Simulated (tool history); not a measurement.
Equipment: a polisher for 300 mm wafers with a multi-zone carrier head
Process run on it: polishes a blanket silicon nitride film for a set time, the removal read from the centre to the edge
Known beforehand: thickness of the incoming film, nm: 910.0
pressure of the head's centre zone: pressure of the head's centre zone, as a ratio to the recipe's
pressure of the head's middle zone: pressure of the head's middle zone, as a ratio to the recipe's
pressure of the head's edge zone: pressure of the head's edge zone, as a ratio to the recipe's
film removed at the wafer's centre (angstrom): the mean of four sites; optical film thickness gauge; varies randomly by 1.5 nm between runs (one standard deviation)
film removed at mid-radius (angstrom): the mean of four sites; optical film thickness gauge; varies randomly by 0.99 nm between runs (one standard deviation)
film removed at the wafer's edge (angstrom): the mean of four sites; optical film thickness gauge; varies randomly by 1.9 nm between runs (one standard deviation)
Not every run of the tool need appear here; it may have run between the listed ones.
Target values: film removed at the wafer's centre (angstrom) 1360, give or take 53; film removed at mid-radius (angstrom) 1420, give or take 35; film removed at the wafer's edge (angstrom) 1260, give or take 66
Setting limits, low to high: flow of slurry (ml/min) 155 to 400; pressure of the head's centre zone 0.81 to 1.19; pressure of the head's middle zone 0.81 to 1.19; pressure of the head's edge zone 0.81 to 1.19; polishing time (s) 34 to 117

| run | hour | flow of slurry (ml/min) | pressure of the head's centre zone | pressure of the head's middle zone | pressure of the head's edge zone | polishing time (s) | film removed at the wafer's centre (angstrom) | film removed at mid-radius (angstrom) | film removed at the wafer's edge (angstrom) |
|---|---|---|---|---|---|---|---|---|---|
| 1 | 0 | 255 | 1 | 1 | 1 | 75 | 1970.6 | 2004.9 | 2019.8 |
| 2 | 5.4 | 260 | 1 | 1 | 0.98 | 71 | 1885.8 | 1908.4 | 1857.2 |
| 3 | 14.3 | 260 | 1 | 0.97 | 0.98 | 71 | 1876.5 | 1843.3 | 1851 |
| 4 | 21.7 | 270 | 0.98 | 0.96 | 0.96 | 68 | 1749.6 | 1766 | 1782 |
| 5 | 29 | 270 | 0.91 | 0.96 | 0.96 | 68 | 1680.8 | 1773.2 | 1837.4 |
| 6 | 36.2 | 225 | 0.91 | 0.96 | 0.96 | 68 | 1601.8 | 1730.3 | 1739.3 |
| 7 | 38 | 215 | 0.92 | 0.96 | 0.94 | 66 | 1542.6 | 1683.3 | 1684.9 |
| 8 | 44.6 | 210 | 0.94 | 0.96 | 0.92 | 64 | 1511.8 | 1610.9 | 1593.6 |
| 9 | 49.4 | 205 | 0.95 | 0.97 | 0.9 | 63 | 1536.3 | 1595.1 | 1566.5 |
| 10 | 56.4 | 200 | 0.95 | 0.98 | 0.89 | 61 | 1513.6 | 1573.7 | 1448.5 |
| 11 | 59.2 | 195 | 0.95 | 0.98 | 0.88 | 60 | 1451.9 | 1531.2 | 1447 |
| 12 | 65.8 | 190 | 0.95 | 0.98 | 0.87 | 59 | 1454.7 | 1489.4 | 1437.8 |
| 13 | 71.4 | 185 | 0.95 | 0.99 | 0.86 | 58 | 1395.6 | 1469.1 | 1415.1 |
| 14 | 78.7 | 180 | 0.96 | 1.01 | 0.85 | 57 | 1382 | 1462.7 | 1362.8 |
| 15 | 85.2 | 180 | 0.97 | 1.02 | 0.84 | 57 | 1386.3 | 1469.6 | 1297.6 |

Next run, 5 choices. One meets every target within its allowed miss, the rest don't. Which?
| A | 91.7 | 155 | 1.02 | 1.15 | 0.81 | 54 | ? | ? | ? |
| B | 91.7 | 215 | 0.95 | 1.03 | 0.84 | 56 | ? | ? | ? |
| C | 91.7 | 195 | 1 | 1.12 | 0.87 | 54 | ? | ? | ? |
| D | 91.7 | 215 | 1.03 | 1.06 | 0.87 | 52 | ? | ? | ? |
| E | 91.7 | 155 | 1.01 | 1.1 | 0.85 | 58 | ? | ? | ? |

| move | film removed at the wafer's centre (angstrom) | film removed at mid-radius (angstrom) | film removed at the wafer's edge (angstrom) |
|---|---|---|---|
| A | 1322 | 1504.7 | 1238 |
| B | 1374.5 | 1511 | 1365.3 |
| C | 1366.5 | 1539.9 | 1318.7 |
| D | 1376.3 | 1437.1 | 1285.9 |
| E | 1406.5 | 1555.6 | 1357 |
A: further off than the last run
B: further off than the last run
C: further off than the last run
D: meets every target
E: further off than the last run
Answer: D
